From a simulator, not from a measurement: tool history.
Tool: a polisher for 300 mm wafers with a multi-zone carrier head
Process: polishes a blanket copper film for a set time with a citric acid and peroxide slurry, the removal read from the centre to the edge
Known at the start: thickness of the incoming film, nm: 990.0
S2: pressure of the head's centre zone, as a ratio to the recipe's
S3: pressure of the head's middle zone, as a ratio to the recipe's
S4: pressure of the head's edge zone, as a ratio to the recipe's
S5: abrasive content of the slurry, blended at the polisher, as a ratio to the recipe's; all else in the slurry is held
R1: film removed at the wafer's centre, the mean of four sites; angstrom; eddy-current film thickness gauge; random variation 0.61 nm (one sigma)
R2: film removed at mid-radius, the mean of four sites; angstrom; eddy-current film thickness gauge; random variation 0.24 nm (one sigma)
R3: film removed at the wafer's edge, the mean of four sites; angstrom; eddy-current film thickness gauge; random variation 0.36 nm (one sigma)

run 1 day=0.000 | flow_of_slurry_(ml/min)=195 S2=1.00 S3=1.00 S4=1.00 S5=1.00 polishing_time_(s)=31 | R1=600.40 R2=621.41 R3=623.88
run 2 day=0.325 | flow_of_slurry_(ml/min)=195 S2=0.93 S3=1.00 S4=1.00 S5=1.00 polishing_time_(s)=31 | R1=558.42 R2=615.81 R3=623.17
run 3 day=0.608 | flow_of_slurry_(ml/min)=190 S2=0.96 S3=0.97 S4=0.96 S5=0.90 polishing_time_(s)=29 | R1=524.28 R2=549.74 R3=567.94
run 4 day=0.750 | flow_of_slurry_(ml/min)=190 S2=0.99 S3=0.97 S4=0.96 S5=0.90 polishing_time_(s)=29 | R1=527.22 R2=552.29 R3=560.58
run 5 day=1.108 | flow_of_slurry_(ml/min)=185 S2=1.04 S3=0.94 S4=0.93 S5=0.80 polishing_time_(s)=28 | R1=548.80 R2=508.25 R3=528.66
run 6 day=1.404 | flow_of_slurry_(ml/min)=185 S2=1.10 S3=0.94 S4=0.93 S5=0.80 polishing_time_(s)=28 | R1=559.98 R2=502.52 R3=530.57

Forecast run 7:
run 7 day=1.529 | flow_of_slurry_(ml/min)=180 S2=1.09 S3=0.93 S4=0.91 S5=0.75 polishing_time_(s)=27 | R1=? R2=? R3=?

{"run 7": {"R1": 534.28, "R2": 473.18, "R3": 497.05}}
